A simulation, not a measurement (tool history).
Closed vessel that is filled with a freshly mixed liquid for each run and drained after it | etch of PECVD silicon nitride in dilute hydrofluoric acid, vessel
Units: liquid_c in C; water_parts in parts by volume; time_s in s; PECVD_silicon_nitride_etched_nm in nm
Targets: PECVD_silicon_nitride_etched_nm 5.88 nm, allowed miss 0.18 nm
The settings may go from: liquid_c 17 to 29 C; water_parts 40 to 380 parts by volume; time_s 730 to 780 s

| run | hour | liquid_c | water_parts | time_s | PECVD_silicon_nitride_etched_nm |
|---|---|---|---|---|---|
| 1 | 0 | 21 | 210 | 730 | 8.2917 |
| 2 | 5.6 | 21 | 240 | 730 | 7.1864 |
| 3 | 11.4 | 21 | 240 | 780 | 7.6537 |
| 4 | 17 | 20 | 240 | 780 | 7.3383 |
| 5 | 19.2 | 19.5 | 240 | 780 | 7.0239 |
|  | 21 | thermometer replaced |
| 6 | 21 | 19.5 | 290 | 780 | 6.6245 |
| 7 | 27.6 | 19 | 290 | 780 | 6.3159 |
| 8 | 30.4 | 18.5 | 290 | 780 | 6.1744 |

Which of these 5 next moves meets every target?
| A | 33.2 | 20.5 | 310 | 750 | ? |
| B | 33.2 | 18.5 | 245 | 730 | ? |
| C | 33.2 | 18.5 | 280 | 780 | ? |
| D | 33.2 | 18.5 | 295 | 760 | ? |
| E | 33.2 | 17.5 | 250 | 745 | ? |

| move | PECVD_silicon_nitride_etched_nm |
|---|---|
| A | 6.4094 |
| B | 6.8838 |
| C | 6.4702 |
| D | 5.9967 |
| E | 6.4515 |
A: further off than the last run
B: further off than the last run
C: further off than the last run
D: meets every target
E: further off than the last run
Move D is the one to make.
